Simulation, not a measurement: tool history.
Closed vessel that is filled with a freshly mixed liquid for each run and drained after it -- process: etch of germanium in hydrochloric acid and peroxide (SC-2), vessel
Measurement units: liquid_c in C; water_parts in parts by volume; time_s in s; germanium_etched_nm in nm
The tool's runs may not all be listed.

{"run": 1, "hour": 0.0, "liquid_c": 46.0, "water_parts": 7.0, "time_s": 90, "germanium_etched_nm": 142.44}
{"run": 2, "hour": 2.2, "liquid_c": 53.0, "water_parts": 7.0, "time_s": 90, "germanium_etched_nm": 177.41}
{"run": 3, "hour": 5.5, "liquid_c": 53.0, "water_parts": 7.0, "time_s": 95, "germanium_etched_nm": 189.67}
{"run": 4, "hour": 9.9, "liquid_c": 58.5, "water_parts": 7.0, "time_s": 95, "germanium_etched_nm": 224.33}
{"run": 5, "hour": 18.4, "liquid_c": 58.0, "water_parts": 7.0, "time_s": 95, "germanium_etched_nm": 219.18}
{"run": 6, "hour": 19.4, "liquid_c": 62.0, "water_parts": 7.0, "time_s": 95, "germanium_etched_nm": 246.7}
{"run": 7, "hour": 22.0, "liquid_c": 60.5, "water_parts": 7.0, "time_s": 95, "germanium_etched_nm": 233.99}
{"run": 8, "hour": 27.1, "liquid_c": 59.5, "water_parts": 7.0, "time_s": 95, "germanium_etched_nm": 230.59}

Expected results for the next run?
{"run": 9, "hour": 31.3, "liquid_c": 58.5, "water_parts": 7.0, "time_s": 95, "germanium_etched_nm": "?"}

germanium_etched_nm: 222.76 nm
